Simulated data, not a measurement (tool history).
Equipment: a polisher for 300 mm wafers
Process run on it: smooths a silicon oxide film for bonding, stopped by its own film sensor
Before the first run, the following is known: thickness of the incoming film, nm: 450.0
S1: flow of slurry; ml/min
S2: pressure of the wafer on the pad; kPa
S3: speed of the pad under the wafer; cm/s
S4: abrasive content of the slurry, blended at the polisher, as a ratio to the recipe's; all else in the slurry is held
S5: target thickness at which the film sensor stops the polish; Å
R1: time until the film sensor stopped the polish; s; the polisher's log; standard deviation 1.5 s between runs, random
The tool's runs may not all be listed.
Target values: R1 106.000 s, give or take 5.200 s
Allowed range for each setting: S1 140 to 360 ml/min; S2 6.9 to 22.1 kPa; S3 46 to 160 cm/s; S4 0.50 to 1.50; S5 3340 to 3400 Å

{"run": 1, "hour": 0.0, "S1": 230, "S2": 14.5, "S3": 102, "S4": 1.0, "S5": 3400, "R1": 171.53}
{"run": 2, "hour": 4.4, "S1": 230, "S2": 16.5, "S3": 104, "S4": 1.0, "S5": 3400, "R1": 151.09}
{"run": 3, "hour": 11.4, "S1": 230, "S2": 13.8, "S3": 104, "S4": 1.0, "S5": 3400, "R1": 179.97}
{"run": 4, "hour": 19.9, "S1": 205, "S2": 13.8, "S3": 104, "S4": 1.0, "S5": 3400, "R1": 180.05}
{"run": 5, "hour": 27.0, "S1": 205, "S2": 16.5, "S3": 106, "S4": 1.0, "S5": 3400, "R1": 151.82}
{"run": 6, "hour": 29.5, "S1": 205, "S2": 16.5, "S3": 120, "S4": 1.0, "S5": 3400, "R1": 135.9}
{"run": 7, "hour": 33.2, "S1": 205, "S2": 17.9, "S3": 122, "S4": 1.0, "S5": 3400, "R1": 120.92}
{"run": 8, "hour": 35.2, "S1": 205, "S2": 18.6, "S3": 122, "S4": 1.0, "S5": 3400, "R1": 118.03}
{"hour": 37.9, "done": "slurry blender recalibrated"}
{"run": 9, "hour": 37.9, "S1": 205, "S2": 19.3, "S3": 122, "S4": 1.0, "S5": 3400, "R1": 91.645}
{"run": 10, "hour": 42.7, "S1": 205, "S2": 17.9, "S3": 122, "S4": 1.0, "S5": 3400, "R1": 97.167}

4 next moves are on the table. One of them brings every result within its allowed miss. Which?
{"run": "A", "hour": 47.5, "S1": 215, "S2": 21.4, "S3": 148, "S4": 0.65, "S5": 3380, "R1": "?"}
{"run": "B", "hour": 47.5, "S1": 165, "S2": 20.7, "S3": 124, "S4": 0.9, "S5": 3380, "R1": "?"}
{"run": "C", "hour": 47.5, "S1": 220, "S2": 17.9, "S3": 134, "S4": 1.0, "S5": 3400, "R1": "?"}
{"run": "D", "hour": 47.5, "S1": 225, "S2": 19.3, "S3": 114, "S4": 0.95, "S5": 3350, "R1": "?"}

move=A R1=94.564
move=B R1=95.900
move=C R1=92.379
move=D R1=104.680
A: its largest miss is bigger than the last run's
B: its largest miss is bigger than the last run's
C: its largest miss is bigger than the last run's
D: hits every target within its allowed miss
So the answer is move D, the one that meets all the targets.
